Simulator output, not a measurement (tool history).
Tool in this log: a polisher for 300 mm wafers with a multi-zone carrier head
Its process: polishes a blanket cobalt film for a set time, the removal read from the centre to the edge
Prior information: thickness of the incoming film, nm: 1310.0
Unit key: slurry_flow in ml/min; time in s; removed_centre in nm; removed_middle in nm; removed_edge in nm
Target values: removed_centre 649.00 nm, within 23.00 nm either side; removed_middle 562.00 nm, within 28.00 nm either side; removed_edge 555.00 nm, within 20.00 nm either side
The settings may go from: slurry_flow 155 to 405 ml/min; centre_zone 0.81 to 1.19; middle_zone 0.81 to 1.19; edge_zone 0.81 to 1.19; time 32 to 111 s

run 1 day=0.000 | slurry_flow=260 centre_zone=1.00 middle_zone=1.00 edge_zone=1.00 time=71 | removed_centre=434.71 removed_middle=417.78 removed_edge=416.00
run 2 day=0.054 | slurry_flow=265 centre_zone=1.02 middle_zone=1.01 edge_zone=1.02 time=74 | removed_centre=464.62 removed_middle=447.96 removed_edge=442.39
run 3 day=0.212 | slurry_flow=265 centre_zone=1.06 middle_zone=1.01 edge_zone=1.02 time=74 | removed_centre=482.31 removed_middle=446.33 removed_edge=438.02
run 4 day=0.354 | slurry_flow=200 centre_zone=1.06 middle_zone=1.01 edge_zone=1.02 time=74 | removed_centre=452.91 removed_middle=421.35 removed_edge=421.71
run 5 day=0.675 | slurry_flow=200 centre_zone=1.06 middle_zone=1.01 edge_zone=0.97 time=74 | removed_centre=459.13 removed_middle=434.65 removed_edge=424.56
run 6 day=0.962 | slurry_flow=210 centre_zone=1.07 middle_zone=1.01 edge_zone=0.97 time=77 | removed_centre=489.68 removed_middle=452.49 removed_edge=443.65
run 7 day=1.121 | slurry_flow=245 centre_zone=1.17 middle_zone=1.11 edge_zone=1.07 time=89 | removed_centre=621.20 removed_middle=578.23 removed_edge=538.67
run 8 day=1.192 | slurry_flow=245 centre_zone=1.17 middle_zone=1.10 edge_zone=1.07 time=89 | removed_centre=631.25 removed_middle=556.04 removed_edge=528.66
run 9 day=1.275 | slurry_flow=245 centre_zone=1.17 middle_zone=1.10 edge_zone=1.08 time=89 | removed_centre=621.82 removed_middle=567.76 removed_edge=537.25

Pick the move, out of 5, that brings all results within their allowed miss; only one does.
run A day=1.358 | slurry_flow=225 centre_zone=1.19 middle_zone=1.03 edge_zone=1.11 time=85 | removed_centre=? removed_middle=? removed_edge=?
run B day=1.358 | slurry_flow=215 centre_zone=1.15 middle_zone=1.15 edge_zone=0.99 time=90 | removed_centre=? removed_middle=? removed_edge=?
run C day=1.358 | slurry_flow=285 centre_zone=1.17 middle_zone=1.03 edge_zone=1.04 time=92 | removed_centre=? removed_middle=? removed_edge=?
run D day=1.358 | slurry_flow=280 centre_zone=1.17 middle_zone=1.16 edge_zone=1.14 time=83 | removed_centre=? removed_middle=? removed_edge=?
run E day=1.358 | slurry_flow=240 centre_zone=1.18 middle_zone=1.04 edge_zone=1.07 time=83 | removed_centre=? removed_middle=? removed_edge=?

move=A removed_centre=594.24 removed_middle=506.17 removed_edge=512.20
move=B removed_centre=604.43 removed_middle=576.20 removed_edge=519.68
move=C removed_centre=651.13 removed_middle=562.59 removed_edge=553.57
move=D removed_centre=586.71 removed_middle=551.04 removed_edge=513.45
move=E removed_centre=580.40 removed_middle=501.52 removed_edge=496.94
A: misses by more than the last run did
B: misses by more than the last run did
C: every result lands within tolerance
D: misses by more than the last run did
E: misses by more than the last run did
Answer: C
